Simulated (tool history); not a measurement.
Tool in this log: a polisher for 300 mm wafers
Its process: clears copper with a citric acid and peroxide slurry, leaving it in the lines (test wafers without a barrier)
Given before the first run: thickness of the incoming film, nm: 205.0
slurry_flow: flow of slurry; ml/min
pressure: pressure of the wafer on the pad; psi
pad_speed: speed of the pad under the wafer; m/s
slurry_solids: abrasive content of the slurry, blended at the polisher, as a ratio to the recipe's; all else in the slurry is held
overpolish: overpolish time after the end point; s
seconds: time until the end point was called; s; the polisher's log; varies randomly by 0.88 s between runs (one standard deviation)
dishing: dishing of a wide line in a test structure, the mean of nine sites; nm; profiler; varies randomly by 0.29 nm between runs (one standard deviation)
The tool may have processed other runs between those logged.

| run | day | slurry_flow | pressure | pad_speed | slurry_solids | overpolish | seconds | dishing |
|---|---|---|---|---|---|---|---|---|
| 1 | 0.000 | 220 | 2.4 | 1.30 | 1.0 | 29 | 97.100 | 46.165 |
| 2 | 0.025 | 230 | 2.4 | 1.30 | 1.0 | 23 | 95.499 | 39.085 |
| 3 | 0.342 | 240 | 2.4 | 1.30 | 1.0 | 19 | 97.120 | 32.335 |
| 4 | 0.608 | 240 | 2.4 | 1.04 | 1.0 | 19 | 115.190 | 29.101 |
| 5 | 0.688 | 240 | 2.4 | 1.04 | 1.0 | 26 | 114.070 | 37.411 |
| 6 | 1.058 | 240 | 2.4 | 1.04 | 1.1 | 26 | 108.280 | 39.351 |

Run 7 has not been measured yet. What should we expect?
| 7 | 1.292 | 240 | 2.4 | 1.04 | 1.1 | 26 | ? | ? |

{"run 7": {"seconds": 110.11, "dishing": 39.034}}

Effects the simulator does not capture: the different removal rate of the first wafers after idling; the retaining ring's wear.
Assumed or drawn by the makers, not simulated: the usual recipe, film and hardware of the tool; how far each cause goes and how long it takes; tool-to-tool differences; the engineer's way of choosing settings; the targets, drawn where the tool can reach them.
